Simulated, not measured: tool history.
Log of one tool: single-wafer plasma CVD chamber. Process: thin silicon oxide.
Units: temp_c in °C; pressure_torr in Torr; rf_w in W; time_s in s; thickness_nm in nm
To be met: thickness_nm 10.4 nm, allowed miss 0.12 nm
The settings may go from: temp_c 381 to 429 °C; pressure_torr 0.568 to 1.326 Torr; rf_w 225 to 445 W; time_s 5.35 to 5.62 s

run,hour,temp_c,pressure_torr,rf_w,time_s,thickness_nm
1,0,405,0.947,335,5.62,11.965
2,6.4,405,0.912,335,5.62,11.567
3,11.5,405,0.912,300,5.62,11.184
4,15.1,414,0.912,300,5.62,11.099
5,19,421,0.912,300,5.62,11.067
6,26.4,413,0.912,300,5.62,11.158
7,33.3,413,0.894,300,5.62,10.967
8,42,413,0.894,300,5.62,10.912
9,48.9,413,0.883,300,5.62,10.803
10,55.1,413,0.883,300,5.62,10.815
11,63.6,413,0.874,300,5.62,10.688

4 next moves are on the table. One of them brings every result within its allowed miss. Which?
A,72.1,410,0.933,270,5.35,?
B,72.1,404,0.897,255,5.41,?
C,72.1,411,0.854,315,5.35,?
D,72.1,422,0.851,315,5.35,?

move,thickness_nm
A,10.506
B,10.107
C,10.229
D,10.134
A: meets every target
B: takes the result that was furthest off past its target
C: takes the result that was furthest off past its target
D: takes the result that was furthest off past its target
The right move is A.
